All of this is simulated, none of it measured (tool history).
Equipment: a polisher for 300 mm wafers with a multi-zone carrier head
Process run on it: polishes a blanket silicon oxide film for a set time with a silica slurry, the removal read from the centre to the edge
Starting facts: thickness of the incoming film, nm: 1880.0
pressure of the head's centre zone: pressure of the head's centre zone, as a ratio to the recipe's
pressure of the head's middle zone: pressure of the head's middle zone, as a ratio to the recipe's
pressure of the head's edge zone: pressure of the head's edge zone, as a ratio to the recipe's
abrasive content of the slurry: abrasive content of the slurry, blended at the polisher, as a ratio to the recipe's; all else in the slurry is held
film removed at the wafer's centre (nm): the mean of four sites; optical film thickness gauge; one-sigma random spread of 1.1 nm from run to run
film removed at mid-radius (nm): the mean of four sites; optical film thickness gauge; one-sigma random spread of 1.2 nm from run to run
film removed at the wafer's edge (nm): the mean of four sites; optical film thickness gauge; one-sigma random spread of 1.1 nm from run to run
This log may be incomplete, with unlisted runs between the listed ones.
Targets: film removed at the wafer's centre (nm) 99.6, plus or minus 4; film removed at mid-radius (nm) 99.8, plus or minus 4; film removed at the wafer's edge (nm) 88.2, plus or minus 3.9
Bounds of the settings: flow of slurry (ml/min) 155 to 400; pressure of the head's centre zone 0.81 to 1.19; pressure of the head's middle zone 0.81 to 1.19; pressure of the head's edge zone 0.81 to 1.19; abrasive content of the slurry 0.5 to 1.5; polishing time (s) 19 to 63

run	hour	flow of slurry (ml/min)	pressure of the head's centre zone	pressure of the head's middle zone	pressure of the head's edge zone	abrasive content of the slurry	polishing time (s)	film removed at the wafer's centre (nm)	film removed at mid-radius (nm)	film removed at the wafer's edge (nm)
1	0	255	1	1	1	1	41	98.248	96.207	99.443
2	2.4	255	1.01	1.01	0.98	1	41	98.757	97.672	98.332
3	7.5	255	1.01	1.01	0.98	1.2	41	103.8	103.79	102.6
4	12.8	255	1.01	0.96	0.98	1.2	41	106.12	100.06	102.74
5	16.1	255	1.01	0.97	0.96	1.2	41	107.64	100.13	103.21
6	19.9	255	0.95	0.97	0.96	1.2	41	100.87	100.41	101.59
7	26.3	255	0.96	0.98	0.94	1.2	41	101.77	101.35	102.08
8	29.3	260	0.97	1	0.93	1.2	41	102.44	103.04	101.38
9	32.8	260	0.98	1.01	0.92	1.2	41	102.55	103.65	98.985
10	36.7	260	0.98	1.01	0.91	1.2	41	103.67	103.2	100.6

Which of these 4 next moves meets every target?
A	40.6	285	1.11	1.09	0.83	1.3	32	?	?	?
B	40.6	310	1.07	1.03	0.83	1.45	36	?	?	?
C	40.6	330	1.09	1.12	0.9	1.05	37	?	?	?
D	40.6	160	0.96	0.98	0.95	1	43	?	?	?

move	film removed at the wafer's centre (nm)	film removed at mid-radius (nm)	film removed at the wafer's edge (nm)
A	93.92	90.071	77.621
B	106.98	100.99	90.956
C	101.7	101.03	87.988
D	93.133	93.457	95.609
A: moves the result that the last run missed by most past its target, out the other side
B: puts the biggest miss on target and leaves a different result outside tolerance
C: all results in spec
D: closer than the last run, but not yet in spec
Correct choice: C, which meets every target
